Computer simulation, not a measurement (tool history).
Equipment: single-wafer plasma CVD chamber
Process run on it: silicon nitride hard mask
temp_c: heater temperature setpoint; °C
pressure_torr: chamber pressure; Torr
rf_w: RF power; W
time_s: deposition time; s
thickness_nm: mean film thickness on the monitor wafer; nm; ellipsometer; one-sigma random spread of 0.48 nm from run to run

run	day	temp_c	pressure_torr	rf_w	time_s	thickness_nm
1	0.000	415	1.50	325	73.7	90.560
2	0.096	420	1.50	325	73.7	89.773
3	0.250	420	1.62	330	73.7	92.522
4	0.488	424	1.62	330	73.7	93.097
5	0.517	424	1.62	330	76.0	95.476
6	0.871	424	1.37	330	76.0	92.428
7	1.042	424	1.45	335	76.0	93.745

Run 8 is up next; what results do you expect?
8	1.175	424	1.52	340	76.0	?

{"run 8": {"thickness_nm": 95.774}}
